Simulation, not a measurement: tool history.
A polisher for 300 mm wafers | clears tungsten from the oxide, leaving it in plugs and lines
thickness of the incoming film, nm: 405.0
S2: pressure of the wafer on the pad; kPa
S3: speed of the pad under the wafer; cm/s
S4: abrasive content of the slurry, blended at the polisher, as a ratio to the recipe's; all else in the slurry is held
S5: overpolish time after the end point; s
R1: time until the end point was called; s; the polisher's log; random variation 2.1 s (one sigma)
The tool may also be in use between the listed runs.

Run 1, hour 0.0: flow of slurry (ml/min) 310, S2 17.9 kPa, S3 130 cm/s, S4 1.00, S5 8 s. Result: R1 106.74 s.
Run 2, hour 0.7: flow of slurry (ml/min) 310, S2 15.9 kPa, S3 124 cm/s, S4 1.00, S5 8 s. Result: R1 125.31 s.
Run 3, hour 6.3: flow of slurry (ml/min) 310, S2 15.9 kPa, S3 124 cm/s, S4 1.15, S5 8 s. Result: R1 120.73 s.
Run 4, hour 9.2: flow of slurry (ml/min) 310, S2 15.9 kPa, S3 124 cm/s, S4 1.15, S5 8 s. Result: R1 121.69 s.
Run 5, hour 9.8: flow of slurry (ml/min) 310, S2 19.3 kPa, S3 124 cm/s, S4 1.15, S5 8 s. Result: R1 100.61 s.
Run 6, hour 13.6: flow of slurry (ml/min) 310, S2 17.2 kPa, S3 118 cm/s, S4 1.15, S5 8 s. Result: R1 117.79 s.
Run 7, hour 16.0: flow of slurry (ml/min) 310, S2 17.2 kPa, S3 118 cm/s, S4 1.15, S5 8 s. Result: R1 114.67 s.
Run 8, hour 23.5: flow of slurry (ml/min) 310, S2 17.2 kPa, S3 118 cm/s, S4 1.15, S5 8 s. Result: R1 115.49 s.

The next listed run, before its measurement:
Run 9, hour 24.6: flow of slurry (ml/min) 310, S2 15.9 kPa, S3 112 cm/s, S4 1.15, S5 8 s. Result: R1 ?.

Run 9 gave R1 132.88 s.
